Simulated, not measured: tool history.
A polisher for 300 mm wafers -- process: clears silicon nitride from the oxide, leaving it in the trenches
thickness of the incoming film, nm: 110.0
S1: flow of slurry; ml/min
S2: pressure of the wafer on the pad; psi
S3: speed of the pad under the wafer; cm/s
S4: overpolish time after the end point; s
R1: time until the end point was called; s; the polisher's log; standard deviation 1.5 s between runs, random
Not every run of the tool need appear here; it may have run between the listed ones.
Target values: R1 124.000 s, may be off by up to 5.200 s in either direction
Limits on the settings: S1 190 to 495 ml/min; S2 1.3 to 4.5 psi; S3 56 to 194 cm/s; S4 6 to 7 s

run 1 day=0.000 | S1=320 S2=2.9 S3=124 S4=7 | R1=89.507
run 2 day=0.367 | S1=320 S2=2.7 S3=124 S4=7 | R1=94.300
run 3 day=0.521 | S1=320 S2=2.7 S3=124 S4=7 | R1=97.738
run 4 day=0.567 | S1=320 S2=2.7 S3=140 S4=7 | R1=87.400
run 5 day=0.900 | S1=320 S2=2.4 S3=140 S4=7 | R1=97.069
run 6 day=1.033 | S1=320 S2=2.2 S3=140 S4=7 | R1=107.140
run 7 day=1.196 | S1=320 S2=2.1 S3=140 S4=7 | R1=109.970
run 8 day=1.379 | S1=320 S2=2.1 S3=140 S4=7 | R1=111.240
run 9 day=1.746 | S1=320 S2=2.0 S3=140 S4=7 | R1=115.470

Pick the move, out of 4, that brings all results within their allowed miss; only one does.
run A day=2.112 | S1=400 S2=2.2 S3=114 S4=7 | R1=?
run B day=2.112 | S1=390 S2=1.9 S3=164 S4=6 | R1=?
run C day=2.112 | S1=295 S2=2.1 S3=150 S4=7 | R1=?
run D day=2.112 | S1=360 S2=1.9 S3=170 S4=6 | R1=?

move=A R1=122.720
move=B R1=106.810
move=C R1=106.750
move=D R1=104.400
A: in spec on every target
B: further off than the last run
C: further off than the last run
D: further off than the last run
Answer: A
